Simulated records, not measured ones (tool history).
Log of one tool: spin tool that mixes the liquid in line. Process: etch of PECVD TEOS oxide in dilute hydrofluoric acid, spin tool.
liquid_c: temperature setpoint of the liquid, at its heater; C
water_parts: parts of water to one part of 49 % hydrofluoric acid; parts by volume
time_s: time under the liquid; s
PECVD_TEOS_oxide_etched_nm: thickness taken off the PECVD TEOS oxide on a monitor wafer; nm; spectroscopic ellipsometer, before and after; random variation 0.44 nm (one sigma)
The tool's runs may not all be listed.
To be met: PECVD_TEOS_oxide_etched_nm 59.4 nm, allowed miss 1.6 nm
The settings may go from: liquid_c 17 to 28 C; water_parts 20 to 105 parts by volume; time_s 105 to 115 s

run	hour	liquid_c	water_parts	time_s	PECVD_TEOS_oxide_etched_nm
1	0	20	55	105	24.242
2	8.4	21.5	50	105	28.66
3	15.1	21.5	65	105	21.709
4	19.2	21.5	65	115	23.896
5	22.7	23	60	115	27.625
6	27.2	24	55	115	31.584
7	35.9	24.5	50	115	36.033
8	40.7	25	45	115	41.223
9	47.9	25.5	40	115	47.075
10	55	26	40	115	48.188
11	62.7	26.5	40	115	48.911
12	63.4	27	40	115	49.974

Which of these 5 next moves meets every target?
A	64.1	26.5	35	115	?
B	64.1	27.5	35	110	?
C	64.1	24	30	115	?
D	64.1	25.5	30	115	?
E	64.1	26	35	115	?

move	PECVD_TEOS_oxide_etched_nm
A	56.416
B	56.206
C	59.766
D	63.616
E	55.272
A: nearer than the last run, and not there yet
B: nearer than the last run, and not there yet
C: meets every target
D: takes the result that was furthest off past its target
E: nearer than the last run, and not there yet
Move C is the one to make.

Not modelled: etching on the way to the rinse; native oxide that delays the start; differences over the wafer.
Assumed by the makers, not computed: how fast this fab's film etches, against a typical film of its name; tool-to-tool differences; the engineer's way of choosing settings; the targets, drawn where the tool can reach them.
